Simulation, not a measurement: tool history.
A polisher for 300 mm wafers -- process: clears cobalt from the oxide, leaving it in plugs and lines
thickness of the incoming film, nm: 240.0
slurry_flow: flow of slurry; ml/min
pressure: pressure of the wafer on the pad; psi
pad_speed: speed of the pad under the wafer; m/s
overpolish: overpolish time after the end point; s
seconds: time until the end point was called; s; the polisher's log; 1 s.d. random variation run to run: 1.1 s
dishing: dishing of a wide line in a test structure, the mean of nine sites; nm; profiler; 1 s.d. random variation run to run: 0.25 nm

run,hour,slurry_flow,pressure,pad_speed,overpolish,seconds,dishing
1,0,275,1.3,1.12,8,82.553,21.959
2,3.7,275,1.3,1,8,90.217,19.965
3,8.7,275,1.4,1,8,85.001,20.671
4,14.6,275,1.4,1,7,85.893,18.257
5,17.7,275,1.4,1.24,7,69.627,21.79
6,25.1,275,1.3,1.24,6,73.754,18.411

The next listed run, before its measurement:
7,29.8,275,1.2,1.24,6,?,?

{"run 7": {"seconds": 78.413, "dishing": 17.652}}
